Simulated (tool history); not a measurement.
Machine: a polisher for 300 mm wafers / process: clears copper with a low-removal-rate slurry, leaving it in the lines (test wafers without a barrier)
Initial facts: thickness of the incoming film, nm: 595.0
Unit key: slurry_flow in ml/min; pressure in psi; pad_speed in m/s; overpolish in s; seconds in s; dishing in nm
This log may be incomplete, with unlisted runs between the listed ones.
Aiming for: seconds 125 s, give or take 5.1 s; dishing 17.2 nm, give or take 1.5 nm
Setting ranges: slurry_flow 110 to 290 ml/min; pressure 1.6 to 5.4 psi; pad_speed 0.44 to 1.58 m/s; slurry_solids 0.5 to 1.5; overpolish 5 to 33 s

run 1 hour=0 | slurry_flow=185 pressure=3.5 pad_speed=1 slurry_solids=1 overpolish=17 | seconds=172.83 dishing=38.726
run 2 hour=8.8 | slurry_flow=185 pressure=3.8 pad_speed=1 slurry_solids=1 overpolish=17 | seconds=163.13 dishing=39.846
run 3 hour=16.8 | slurry_flow=185 pressure=3.8 pad_speed=1 slurry_solids=0.9 overpolish=17 | seconds=170.8 dishing=40.022
run 4 hour=20 | slurry_flow=180 pressure=3.8 pad_speed=1 slurry_solids=1.05 overpolish=14 | seconds=160.7 dishing=34.149
run 5 hour=22.4 | slurry_flow=180 pressure=3.8 pad_speed=1 slurry_solids=1.25 overpolish=14 | seconds=151.74 dishing=36.476
run 6 hour=26.5 | slurry_flow=155 pressure=3.8 pad_speed=1 slurry_solids=1.25 overpolish=14 | seconds=156.79 dishing=36.255
run 7 hour=33.3 | slurry_flow=195 pressure=3.8 pad_speed=1 slurry_solids=1.25 overpolish=11 | seconds=156.46 dishing=29.775
run 8 hour=39.8 | slurry_flow=220 pressure=4 pad_speed=1 slurry_solids=1.25 overpolish=9 | seconds=146.2 dishing=26.082
run 9 hour=48.4 | slurry_flow=240 pressure=4.3 pad_speed=0.96 slurry_solids=1.25 overpolish=8 | seconds=142.33 dishing=25.342
run 10 hour=53.2 | slurry_flow=255 pressure=4.3 pad_speed=0.98 slurry_solids=1.25 overpolish=7 | seconds=137.81 dishing=21.041

Below are 4 possible settings for the next run. Only one of them brings all results inside the allowed miss of their targets. Which is it?
run A hour=58 | slurry_flow=250 pressure=5.4 pad_speed=0.9 slurry_solids=1.25 overpolish=9 | seconds=? dishing=?
run B hour=58 | slurry_flow=255 pressure=4.4 pad_speed=1.04 slurry_solids=1.25 overpolish=7 | seconds=? dishing=?
run C hour=58 | slurry_flow=245 pressure=5 pad_speed=0.96 slurry_solids=1.2 overpolish=8 | seconds=? dishing=?
run D hour=58 | slurry_flow=270 pressure=5.1 pad_speed=0.92 slurry_solids=1.15 overpolish=5 | seconds=? dishing=?

move=A seconds=120.22 dishing=31.532
move=B seconds=126.95 dishing=23.691
move=C seconds=123.28 dishing=27.615
move=D seconds=125.46 dishing=17.484
A: its largest miss is bigger than the last run's
B: its largest miss is bigger than the last run's
C: its largest miss is bigger than the last run's
D: meets every target
Move D is the one to make.
